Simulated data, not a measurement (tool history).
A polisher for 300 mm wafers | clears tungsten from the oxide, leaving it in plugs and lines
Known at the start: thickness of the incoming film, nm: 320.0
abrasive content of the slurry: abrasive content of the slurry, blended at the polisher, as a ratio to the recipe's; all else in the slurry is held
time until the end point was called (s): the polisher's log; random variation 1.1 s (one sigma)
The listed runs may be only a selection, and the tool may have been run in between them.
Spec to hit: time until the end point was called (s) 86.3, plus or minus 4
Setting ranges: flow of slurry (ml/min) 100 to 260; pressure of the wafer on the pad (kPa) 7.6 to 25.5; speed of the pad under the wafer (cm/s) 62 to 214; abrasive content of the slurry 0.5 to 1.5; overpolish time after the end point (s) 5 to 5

run	hour	flow of slurry (ml/min)	pressure of the wafer on the pad (kPa)	speed of the pad under the wafer (cm/s)	abrasive content of the slurry	overpolish time after the end point (s)	time until the end point was called (s)
1	0	165	16.5	138	1	5	73.603
2	1.1	165	16.5	138	1	5	73.143
3	6.4	165	16.5	138	1	5	72.961
4	12.3	165	15.9	138	1	5	75.124
5	15.3	165	15.9	138	1.15	5	71.621
6	19	165	19.3	138	1.15	5	61.722
7	27.1	165	17.2	136	1.15	5	69.602
8	32.6	165	15.9	134	1.15	5	74.447
9	40.4	165	15.2	134	1.15	5	77.079
10	48.3	165	14.5	134	1.15	5	80.553

Which of these 4 next moves meets every target?
A	56.2	130	16.5	134	1.4	5	?
B	56.2	165	15.2	140	1.15	5	?
C	56.2	155	15.2	140	1.15	5	?
D	56.2	135	13.8	138	1.15	5	?

move	time until the end point was called (s)
A	70.22
B	73.586
C	74.269
D	83.228
A: lands further from the targets than the last run did
B: lands further from the targets than the last run did
C: lands further from the targets than the last run did
D: each result inside its tolerance
Move D is the one to make.
